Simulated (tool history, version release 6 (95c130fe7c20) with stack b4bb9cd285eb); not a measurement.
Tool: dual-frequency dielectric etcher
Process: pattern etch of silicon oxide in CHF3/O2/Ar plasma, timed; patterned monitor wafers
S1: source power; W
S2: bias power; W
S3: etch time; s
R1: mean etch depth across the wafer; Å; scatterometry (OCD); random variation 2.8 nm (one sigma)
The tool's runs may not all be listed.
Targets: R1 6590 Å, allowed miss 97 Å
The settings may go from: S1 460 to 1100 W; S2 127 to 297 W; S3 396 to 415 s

run    day   S1   S2     S3      R1
  1      0  780  212    396  8723.3
  2  0.204  780  212    415  9129.1
  3  0.225  780  190    415  8768.9
  4  0.354  780  205    415  9019.6
  5  0.546  750  197    414  8638.7
  6  0.783  720  193    414  8376.9
  7  0.933  690  190    414  8221.9
  8  1.125  670  186    414  8022.1
  9  1.171  670  186    414  8040.6
 10  1.204  650  183    414  7818.7
 11  1.575  490  144  411.5  6096.8
 12  1.754  500  144  411.5  6112.9
 13  1.917  510  144  411.5    6233
 14  2.071  520  144  411.5  6256.5
 15  2.292  530  144  411.5  6347.3

Which of these 4 next moves meets every target?
  A  2.512  530  129    407   ?
  B  2.512  580  142  408.5   ?
  C  2.512  500  146    413   ?
  D  2.512  560  140    401   ?

move      R1
   A  5993.3
   B  6577.9
   C  6218.1
   D  6300.8
A: further off than the last run
B: meets every target
C: further off than the last run
D: further off than the last run
The right move is B.
